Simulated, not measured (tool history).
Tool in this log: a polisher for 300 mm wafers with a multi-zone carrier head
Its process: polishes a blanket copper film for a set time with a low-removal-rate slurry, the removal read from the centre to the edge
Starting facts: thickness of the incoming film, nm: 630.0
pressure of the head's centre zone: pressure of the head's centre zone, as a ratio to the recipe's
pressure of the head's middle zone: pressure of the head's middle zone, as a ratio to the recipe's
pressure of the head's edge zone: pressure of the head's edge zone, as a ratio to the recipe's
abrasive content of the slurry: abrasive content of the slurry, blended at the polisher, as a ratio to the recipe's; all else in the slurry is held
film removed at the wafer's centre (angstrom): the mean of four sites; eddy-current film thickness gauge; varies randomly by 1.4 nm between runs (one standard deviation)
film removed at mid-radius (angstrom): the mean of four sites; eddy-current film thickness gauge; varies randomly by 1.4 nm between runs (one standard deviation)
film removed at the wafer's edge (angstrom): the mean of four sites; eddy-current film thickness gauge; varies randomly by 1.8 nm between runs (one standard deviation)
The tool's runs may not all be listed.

run  hour  flow of slurry (ml/min)  pressure of the head's centre zone  pressure of the head's middle zone  pressure of the head's edge zone  abrasive content of the slurry  polishing time (s)  film removed at the wafer's centre (angstrom)  film removed at mid-radius (angstrom)  film removed at the wafer's edge (angstrom)
  1   0.0                      255                                1.00                                1.00                              1.00                            1.00                  74                                         1204.2                                 1266.0                                       1167.2
  2   2.0                      225                                1.00                                1.00                              1.00                            1.00                  74                                         1181.7                                 1235.2                                       1162.1
  3   8.3                      225                                0.97                                1.00                              1.00                            1.00                  74                                         1130.9                                 1238.8                                       1165.0
  4  10.4                      225                                0.97                                1.00                              1.00                            1.00                  84                                         1299.6                                 1397.5                                       1295.7
  5  18.9                      200                                0.97                                1.00                              1.00                            1.00                  84                                         1256.3                                 1368.9                                       1307.3
  6  23.0                      200                                0.97                                1.00                              1.00                            1.00                  67                                         1008.1                                 1101.2                                       1008.6
  7  30.6                      250                                1.02                                1.06                              1.02                            1.15                  68                                         1147.8                                 1245.6                                       1162.2
  8  33.8                      285                                1.06                                1.10                              0.97                            1.25                  70                                         1260.8                                 1357.8                                       1168.3

What does the tool deliver on the next run?
  9  42.4                      305                                1.09                                1.13                              0.97                            1.35                  72                                              ?                                      ?                                            ?

Run 9 gave film removed at the wafer's centre (angstrom) 1347.8, film removed at mid-radius (angstrom) 1466.0, film removed at the wafer's edge (angstrom) 1229.0.
